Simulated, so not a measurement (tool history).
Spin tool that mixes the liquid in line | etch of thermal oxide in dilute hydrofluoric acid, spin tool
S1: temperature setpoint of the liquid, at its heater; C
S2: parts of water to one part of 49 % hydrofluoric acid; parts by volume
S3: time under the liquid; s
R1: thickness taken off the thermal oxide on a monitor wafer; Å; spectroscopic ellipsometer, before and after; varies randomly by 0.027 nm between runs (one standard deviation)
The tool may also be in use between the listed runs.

run    day    S1   S2   S3      R1
  1  0.000  23.0  285  265  29.703
  2  0.312  22.0  285  265  27.460
  3  0.538  22.0  365  265  20.614
  4  0.817  22.0  365  285  21.419
  5  0.942  23.0  365  285  22.892
  6  1.308  20.5  365  285  20.579

Forecast run 7:
  7  1.600  22.0  365  285   ?

Run 7 came out at R1 21.755 Å.
